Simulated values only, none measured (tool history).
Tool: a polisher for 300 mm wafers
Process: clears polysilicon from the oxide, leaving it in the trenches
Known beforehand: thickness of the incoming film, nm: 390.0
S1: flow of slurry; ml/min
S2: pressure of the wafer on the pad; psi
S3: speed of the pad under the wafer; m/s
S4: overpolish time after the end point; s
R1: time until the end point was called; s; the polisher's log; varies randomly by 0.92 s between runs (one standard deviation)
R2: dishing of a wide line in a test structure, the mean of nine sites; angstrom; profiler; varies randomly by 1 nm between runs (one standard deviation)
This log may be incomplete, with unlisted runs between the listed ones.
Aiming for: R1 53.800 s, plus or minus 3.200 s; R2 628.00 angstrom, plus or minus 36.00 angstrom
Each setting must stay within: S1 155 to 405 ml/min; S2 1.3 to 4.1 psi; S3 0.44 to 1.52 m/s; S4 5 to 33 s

Run 1, day 0.000: S1 260 ml/min, S2 2.7 psi, S3 0.98 m/s, S4 17 s. Result: R1 25.472 s, R2 665.06 angstrom.
Run 2, day 0.188: S1 260 ml/min, S2 2.7 psi, S3 1.10 m/s, S4 17 s. Result: R1 22.642 s, R2 657.18 angstrom.
Run 3, day 0.538: S1 260 ml/min, S2 2.5 psi, S3 1.04 m/s, S4 17 s. Result: R1 25.927 s, R2 651.53 angstrom.
Run 4, day 0.862: S1 260 ml/min, S2 2.5 psi, S3 1.04 m/s, S4 12 s. Result: R1 24.982 s, R2 608.04 angstrom.
Run 5, day 1.062: S1 260 ml/min, S2 2.3 psi, S3 0.98 m/s, S4 13 s. Result: R1 30.253 s, R2 610.36 angstrom.
Run 6, day 1.292: S1 285 ml/min, S2 2.3 psi, S3 0.98 m/s, S4 13 s. Result: R1 28.767 s, R2 605.86 angstrom.
Run 7, day 1.592: S1 280 ml/min, S2 2.1 psi, S3 0.96 m/s, S4 14 s. Result: R1 32.703 s, R2 623.33 angstrom.
Run 8, day 1.892: S1 275 ml/min, S2 1.4 psi, S3 0.78 m/s, S4 13 s. Result: R1 60.687 s, R2 487.98 angstrom.
Run 9, day 2.262: S1 285 ml/min, S2 1.4 psi, S3 0.78 m/s, S4 16 s. Result: R1 56.867 s, R2 541.30 angstrom.
Run 10, day 2.604: S1 290 ml/min, S2 1.4 psi, S3 0.78 m/s, S4 17 s. Result: R1 58.456 s, R2 540.47 angstrom.
Run 11, day 2.933: S1 300 ml/min, S2 1.4 psi, S3 0.78 m/s, S4 18 s. Result: R1 57.517 s, R2 550.07 angstrom.
Run 12, day 3.279: S1 305 ml/min, S2 1.4 psi, S3 0.78 m/s, S4 19 s. Result: R1 56.242 s, R2 575.80 angstrom.
Run 13, day 3.325: S1 305 ml/min, S2 1.4 psi, S3 0.78 m/s, S4 19 s. Result: R1 56.846 s, R2 562.05 angstrom.
Run 14, day 3.429: S1 305 ml/min, S2 1.4 psi, S3 0.78 m/s, S4 19 s. Result: R1 57.650 s, R2 574.70 angstrom.
Run 15, day 3.533: S1 305 ml/min, S2 1.6 psi, S3 0.80 m/s, S4 27 s. Result: R1 49.133 s, R2 636.76 angstrom.

Consider the 4 candidate settings below. Which is the only one whose results all fall within their allowed miss of target?
Run A, day 3.638: S1 275 ml/min, S2 1.3 psi, S3 0.90 m/s, S4 28 s. Result: R1 ?, R2 ?.
Run B, day 3.638: S1 260 ml/min, S2 1.4 psi, S3 0.86 m/s, S4 16 s. Result: R1 ?, R2 ?.
Run C, day 3.638: S1 290 ml/min, S2 1.3 psi, S3 0.76 m/s, S4 32 s. Result: R1 ?, R2 ?.
Run D, day 3.638: S1 250 ml/min, S2 1.4 psi, S3 0.72 m/s, S4 20 s. Result: R1 ?, R2 ?.

move      R1      R2
   A  56.482  638.12
   B  55.340  549.36
   C  66.163  635.33
   D  65.926  559.43
A: every result within its allowed miss
B: the furthest-off result lands on target, but another misses its tolerance
C: moves the result that the last run missed by most past its target, out the other side
D: moves the result that the last run missed by most past its target, out the other side
A is the move that brings every result within its allowed miss.

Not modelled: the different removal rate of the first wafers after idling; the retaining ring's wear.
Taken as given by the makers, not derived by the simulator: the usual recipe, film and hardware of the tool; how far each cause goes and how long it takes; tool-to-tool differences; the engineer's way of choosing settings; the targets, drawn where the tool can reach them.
